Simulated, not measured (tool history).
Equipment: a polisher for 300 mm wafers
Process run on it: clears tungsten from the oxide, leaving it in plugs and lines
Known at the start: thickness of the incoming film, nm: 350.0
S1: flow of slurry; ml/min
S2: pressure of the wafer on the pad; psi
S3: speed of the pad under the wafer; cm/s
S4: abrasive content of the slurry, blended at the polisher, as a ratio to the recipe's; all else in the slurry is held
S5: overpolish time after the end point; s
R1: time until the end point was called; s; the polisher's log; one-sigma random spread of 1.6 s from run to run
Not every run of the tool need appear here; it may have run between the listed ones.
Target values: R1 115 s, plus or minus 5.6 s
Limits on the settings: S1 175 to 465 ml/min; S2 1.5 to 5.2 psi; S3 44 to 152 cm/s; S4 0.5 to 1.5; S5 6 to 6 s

Run 1, hour 0: S1 295 ml/min, S2 3.3 psi, S3 98 cm/s, S4 1, S5 6 s. Result: R1 81.677 s.
Run 2, hour 6.4: S1 295 ml/min, S2 3.3 psi, S3 98 cm/s, S4 1, S5 6 s. Result: R1 82.127 s.
Run 3, hour 15.1: S1 295 ml/min, S2 3.3 psi, S3 98 cm/s, S4 0.85, S5 6 s. Result: R1 83.432 s.
Run 4, hour 22.4: S1 340 ml/min, S2 3.3 psi, S3 98 cm/s, S4 0.85, S5 6 s. Result: R1 84.951 s.
Run 5, hour 31.4: S1 340 ml/min, S2 3.3 psi, S3 98 cm/s, S4 0.85, S5 6 s. Result: R1 85.875 s.
Run 6, hour 36.2: S1 300 ml/min, S2 3.3 psi, S3 98 cm/s, S4 0.85, S5 6 s. Result: R1 87.302 s.
Run 7, hour 42.1: S1 300 ml/min, S2 3 psi, S3 98 cm/s, S4 0.85, S5 6 s. Result: R1 92.297 s.
Run 8, hour 50.1: S1 300 ml/min, S2 2 psi, S3 96 cm/s, S4 0.85, S5 6 s. Result: R1 129.6 s.
Run 9, hour 52.6: S1 300 ml/min, S2 2.1 psi, S3 96 cm/s, S4 0.85, S5 6 s. Result: R1 124.17 s.
Run 10, hour 60.3: S1 300 ml/min, S2 2.2 psi, S3 96 cm/s, S4 0.85, S5 6 s. Result: R1 122.53 s.

Next run, 4 choices. One meets every target within its allowed miss, the rest don't. Which?
Run A, hour 68: S1 250 ml/min, S2 2 psi, S3 96 cm/s, S4 0.95, S5 6 s. Result: R1 ?.
Run B, hour 68: S1 435 ml/min, S2 2.6 psi, S3 72 cm/s, S4 1, S5 6 s. Result: R1 ?.
Run C, hour 68: S1 315 ml/min, S2 2.5 psi, S3 90 cm/s, S4 0.9, S5 6 s. Result: R1 ?.
Run D, hour 68: S1 345 ml/min, S2 3.1 psi, S3 70 cm/s, S4 0.7, S5 6 s. Result: R1 ?.

move      R1
   A  126.91
   B  128.98
   C  113.32
   D  130.28
A: lands further from the targets than the last run did
B: lands further from the targets than the last run did
C: every result within its allowed miss
D: lands further from the targets than the last run did
So the answer is move C, the one that meets all the targets.
